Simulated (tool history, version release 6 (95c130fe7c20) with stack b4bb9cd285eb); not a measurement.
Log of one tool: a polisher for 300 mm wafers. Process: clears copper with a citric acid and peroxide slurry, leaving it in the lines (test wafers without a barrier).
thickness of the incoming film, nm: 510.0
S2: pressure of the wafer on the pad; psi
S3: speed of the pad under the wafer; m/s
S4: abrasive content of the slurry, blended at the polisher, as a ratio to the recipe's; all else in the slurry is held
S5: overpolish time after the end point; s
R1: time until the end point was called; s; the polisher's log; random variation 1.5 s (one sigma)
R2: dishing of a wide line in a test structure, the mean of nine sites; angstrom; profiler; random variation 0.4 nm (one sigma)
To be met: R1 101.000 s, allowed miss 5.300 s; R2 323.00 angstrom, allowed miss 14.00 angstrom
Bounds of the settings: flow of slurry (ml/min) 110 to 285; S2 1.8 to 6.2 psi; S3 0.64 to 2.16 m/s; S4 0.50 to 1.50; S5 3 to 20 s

Run 1, hour 0.0: flow of slurry (ml/min) 180, S2 4.0 psi, S3 1.40 m/s, S4 1.00, S5 10 s. Result: R1 128.750 s, R2 251.27 angstrom.
Run 2, hour 6.7: flow of slurry (ml/min) 180, S2 3.0 psi, S3 1.40 m/s, S4 1.00, S5 10 s. Result: R1 172.270 s, R2 194.93 angstrom.
Run 3, hour 12.3: flow of slurry (ml/min) 160, S2 3.0 psi, S3 1.40 m/s, S4 1.00, S5 10 s. Result: R1 181.020 s, R2 193.82 angstrom.
Run 4, hour 20.7: flow of slurry (ml/min) 170, S2 3.3 psi, S3 1.40 m/s, S4 1.00, S5 10 s. Result: R1 158.080 s, R2 214.08 angstrom.
Run 5, hour 29.3: flow of slurry (ml/min) 175, S2 3.5 psi, S3 1.40 m/s, S4 1.00, S5 10 s. Result: R1 149.090 s, R2 226.05 angstrom.
Run 6, hour 34.5: flow of slurry (ml/min) 175, S2 3.5 psi, S3 1.40 m/s, S4 1.00, S5 13 s. Result: R1 152.640 s, R2 270.03 angstrom.
Run 7, hour 35.4: flow of slurry (ml/min) 185, S2 3.7 psi, S3 1.40 m/s, S4 1.00, S5 13 s. Result: R1 140.590 s, R2 279.33 angstrom.
Run 8, hour 36.6: flow of slurry (ml/min) 195, S2 3.8 psi, S3 1.40 m/s, S4 1.00, S5 13 s. Result: R1 136.270 s, R2 288.16 angstrom.
Run 9, hour 43.2: flow of slurry (ml/min) 200, S2 3.9 psi, S3 1.40 m/s, S4 1.00, S5 13 s. Result: R1 131.930 s, R2 294.06 angstrom.
Run 10, hour 47.7: flow of slurry (ml/min) 205, S2 4.0 psi, S3 1.40 m/s, S4 1.00, S5 13 s. Result: R1 129.340 s, R2 303.74 angstrom.
Run 11, hour 49.0: flow of slurry (ml/min) 205, S2 4.1 psi, S3 1.40 m/s, S4 1.00, S5 13 s. Result: R1 124.340 s, R2 312.91 angstrom.
At hour 55.9: worn pad replaced by a new one.
Run 12, hour 55.9: flow of slurry (ml/min) 205, S2 4.2 psi, S3 1.40 m/s, S4 1.00, S5 13 s. Result: R1 111.230 s, R2 335.33 angstrom.
Run 13, hour 62.6: flow of slurry (ml/min) 210, S2 4.2 psi, S3 1.40 m/s, S4 1.00, S5 13 s. Result: R1 112.510 s, R2 328.90 angstrom.
Run 14, hour 65.4: flow of slurry (ml/min) 215, S2 4.2 psi, S3 1.40 m/s, S4 1.00, S5 13 s. Result: R1 113.600 s, R2 338.88 angstrom.
Run 15, hour 69.1: flow of slurry (ml/min) 220, S2 4.2 psi, S3 1.40 m/s, S4 1.00, S5 13 s. Result: R1 112.050 s, R2 335.47 angstrom.
Run 16, hour 75.3: flow of slurry (ml/min) 225, S2 4.2 psi, S3 1.40 m/s, S4 1.00, S5 13 s. Result: R1 112.790 s, R2 340.50 angstrom.
Run 17, hour 76.8: flow of slurry (ml/min) 230, S2 4.2 psi, S3 1.40 m/s, S4 1.00, S5 13 s. Result: R1 108.640 s, R2 337.24 angstrom.
Run 18, hour 82.0: flow of slurry (ml/min) 235, S2 4.2 psi, S3 1.40 m/s, S4 1.00, S5 13 s. Result: R1 110.650 s, R2 337.83 angstrom.
Run 19, hour 88.7: flow of slurry (ml/min) 235, S2 4.2 psi, S3 1.40 m/s, S4 1.00, S5 13 s. Result: R1 110.760 s, R2 343.34 angstrom.
Run 20, hour 92.7: flow of slurry (ml/min) 240, S2 4.2 psi, S3 1.40 m/s, S4 1.00, S5 13 s. Result: R1 109.290 s, R2 338.64 angstrom.
Run 21, hour 99.0: flow of slurry (ml/min) 245, S2 4.2 psi, S3 1.40 m/s, S4 1.00, S5 13 s. Result: R1 107.190 s, R2 339.92 angstrom.
Run 22, hour 106.0: flow of slurry (ml/min) 250, S2 4.2 psi, S3 1.40 m/s, S4 1.00, S5 13 s. Result: R1 111.550 s, R2 334.05 angstrom.
Run 23, hour 112.4: flow of slurry (ml/min) 250, S2 4.2 psi, S3 1.40 m/s, S4 1.00, S5 13 s. Result: R1 108.700 s, R2 341.95 angstrom.

5 next moves are on the table. One of them brings every result within its allowed miss. Which?
Run A, hour 118.8: flow of slurry (ml/min) 265, S2 5.1 psi, S3 1.36 m/s, S4 1.20, S5 8 s. Result: R1 ?, R2 ?.
Run B, hour 118.8: flow of slurry (ml/min) 240, S2 4.2 psi, S3 1.58 m/s, S4 0.95, S5 10 s. Result: R1 ?, R2 ?.
Run C, hour 118.8: flow of slurry (ml/min) 235, S2 4.9 psi, S3 1.50 m/s, S4 0.95, S5 12 s. Result: R1 ?, R2 ?.
Run D, hour 118.8: flow of slurry (ml/min) 240, S2 4.5 psi, S3 1.44 m/s, S4 1.00, S5 9 s. Result: R1 ?, R2 ?.
Run E, hour 118.8: flow of slurry (ml/min) 285, S2 5.4 psi, S3 1.30 m/s, S4 0.65, S5 11 s. Result: R1 ?, R2 ?.

move      R1      R2
   A  85.211  288.94
   B  99.375  302.76
   C  89.119  370.25
   D  98.136  283.37
   E  98.277  328.03
A: takes the result that was furthest off past its target
B: brings the result that was furthest off to its target, and leaves another outside
C: takes the result that was furthest off past its target
D: brings the result that was furthest off to its target, and leaves another outside
E: meets every target
The right move is E.
